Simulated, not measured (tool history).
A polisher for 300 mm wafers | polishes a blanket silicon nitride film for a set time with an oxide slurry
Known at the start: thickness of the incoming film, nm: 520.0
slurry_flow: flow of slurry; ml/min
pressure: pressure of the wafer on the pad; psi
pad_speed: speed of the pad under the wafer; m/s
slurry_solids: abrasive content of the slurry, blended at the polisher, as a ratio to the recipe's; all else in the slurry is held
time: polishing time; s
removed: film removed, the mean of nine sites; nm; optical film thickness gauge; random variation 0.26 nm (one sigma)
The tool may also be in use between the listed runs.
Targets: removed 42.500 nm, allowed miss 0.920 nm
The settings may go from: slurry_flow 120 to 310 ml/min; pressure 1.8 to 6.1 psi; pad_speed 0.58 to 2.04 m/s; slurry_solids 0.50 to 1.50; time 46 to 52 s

run  hour  slurry_flow  pressure  pad_speed  slurry_solids  time  removed
  1   0.0          200       3.9       1.30           1.00    52   36.460
  2   5.0          250       3.9       1.30           1.00    52   37.226
  3   5.6          250       3.9       1.30           0.85    52   34.238
  4   6.3          250       3.9       1.30           0.85    52   34.017
  5  11.0          250       4.1       1.30           0.85    52   36.059
  6  17.1          250       4.3       1.30           0.85    52   37.511
  7  19.4          250       4.4       1.30           0.85    52   38.593
  8  20.5          250       4.5       1.30           0.85    52   39.555
  9  25.1          250       4.6       1.30           0.85    52   40.304
 10  32.9          250       4.7       1.30           0.85    52   40.773

4 next moves are on the table. One of them brings every result within its allowed miss. Which?
  A  40.7          245       5.0       1.12           0.85    52        ?
  B  40.7          260       4.5       1.24           0.85    52        ?
  C  40.7          275       4.4       1.32           0.90    50        ?
  D  40.7          230       5.5       1.44           0.70    49        ?

move  removed
   A   38.849
   B   38.265
   C   39.398
   D   42.787
A: further off than the last run
B: further off than the last run
C: further off than the last run
D: meets every target
Move D is the one to make.
